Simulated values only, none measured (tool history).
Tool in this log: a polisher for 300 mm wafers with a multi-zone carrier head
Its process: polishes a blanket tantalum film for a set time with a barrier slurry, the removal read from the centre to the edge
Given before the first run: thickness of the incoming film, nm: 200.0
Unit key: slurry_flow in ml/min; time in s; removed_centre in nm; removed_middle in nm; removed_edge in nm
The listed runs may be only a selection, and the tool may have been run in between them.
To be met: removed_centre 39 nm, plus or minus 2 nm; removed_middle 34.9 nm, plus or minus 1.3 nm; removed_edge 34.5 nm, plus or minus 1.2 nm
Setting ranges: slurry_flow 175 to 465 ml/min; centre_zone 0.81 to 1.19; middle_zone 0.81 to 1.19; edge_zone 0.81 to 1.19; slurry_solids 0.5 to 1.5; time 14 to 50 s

| run | day | slurry_flow | centre_zone | middle_zone | edge_zone | slurry_solids | time | removed_centre | removed_middle | removed_edge |
|---|---|---|---|---|---|---|---|---|---|---|
| 1 | 0 | 295 | 1 | 1 | 1 | 1 | 32 | 67.479 | 65.239 | 65.856 |
| 2 | 0.342 | 235 | 1 | 1 | 1 | 1 | 32 | 66.447 | 65.067 | 63.901 |
| 3 | 0.471 | 235 | 1 | 1 | 1 | 0.85 | 32 | 62.567 | 63.849 | 63.531 |
| 4 | 0.617 | 235 | 1 | 1 | 1 | 0.65 | 32 | 61.504 | 59.524 | 59.022 |
| 5 | 0.946 | 235 | 0.96 | 1 | 1 | 0.65 | 32 | 57.601 | 59.102 | 59.938 |
| 6 | 1.029 | 235 | 0.98 | 0.98 | 0.97 | 0.6 | 28 | 50.945 | 49.588 | 51.538 |
| 7 | 1.133 | 230 | 1.01 | 0.99 | 0.94 | 0.55 | 25 | 46.414 | 44.435 | 44.252 |
| 8 | 1.358 | 230 | 1.02 | 0.98 | 0.91 | 0.55 | 23 | 43.268 | 40.748 | 40.557 |
| 9 | 1.542 | 230 | 1.06 | 0.95 | 0.83 | 0.5 | 19 | 37.38 | 32.797 | 32.065 |
| 10 | 1.683 | 235 | 1.06 | 0.96 | 0.85 | 0.5 | 19 | 37.947 | 32.099 | 32.329 |
| 11 | 1.85 | 235 | 1.06 | 0.97 | 0.86 | 0.5 | 19 | 35.504 | 32.569 | 32.186 |
| 12 | 1.988 | 235 | 1.05 | 0.96 | 0.85 | 0.55 | 19 | 37.429 | 32.788 | 33.377 |
| 13 | 2.062 | 235 | 1.06 | 0.97 | 0.85 | 0.55 | 19 | 37.324 | 33.01 | 32.398 |

5 next moves are on the table. One of them brings every result within its allowed miss. Which?
| A | 2.138 | 215 | 1.01 | 0.83 | 1.02 | 0.5 | 21 | ? | ? | ? |
| B | 2.138 | 255 | 1.17 | 1.09 | 0.81 | 0.5 | 19 | ? | ? | ? |
| C | 2.138 | 205 | 1.08 | 0.87 | 0.92 | 0.55 | 20 | ? | ? | ? |
| D | 2.138 | 275 | 1.09 | 0.92 | 0.98 | 0.9 | 16 | ? | ? | ? |
| E | 2.138 | 235 | 1.04 | 0.95 | 0.83 | 0.7 | 19 | ? | ? | ? |

| move | removed_centre | removed_middle | removed_edge |
|---|---|---|---|
| A | 38.215 | 32.05 | 37.066 |
| B | 40.799 | 35.537 | 31.693 |
| C | 39.451 | 31.919 | 34.735 |
| D | 35.944 | 29.843 | 31.625 |
| E | 38.273 | 34.118 | 33.848 |
A: carries the result that was furthest off beyond its target, to the other side
B: its largest miss is bigger than the last run's
C: puts the biggest miss on target and leaves a different result outside tolerance
D: its largest miss is bigger than the last run's
E: in spec on every target
Correct choice: E, which meets every target
